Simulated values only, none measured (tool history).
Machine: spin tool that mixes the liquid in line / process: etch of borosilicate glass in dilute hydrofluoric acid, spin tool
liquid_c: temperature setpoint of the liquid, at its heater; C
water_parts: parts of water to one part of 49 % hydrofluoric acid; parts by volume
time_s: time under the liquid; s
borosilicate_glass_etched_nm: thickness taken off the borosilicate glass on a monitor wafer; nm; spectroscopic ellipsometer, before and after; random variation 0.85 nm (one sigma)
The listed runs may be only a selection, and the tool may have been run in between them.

run,hour,liquid_c,water_parts,time_s,borosilicate_glass_etched_nm
1,0,22,115,295,76.672
2,2,19,115,295,67.944
3,7.1,22.5,90,295,102.26
4,11.8,26,90,295,118.02
5,20.9,26,90,295,117.38
6,27,28.5,90,295,129.65
7,32.6,30,40,295,335.67
8,37.7,27,40,295,296.44
9,46.4,24,40,295,262.1

Predict the results of run 10:
10,51.5,22,40,295,?

{"run 10": {"borosilicate_glass_etched_nm": 238.8}}
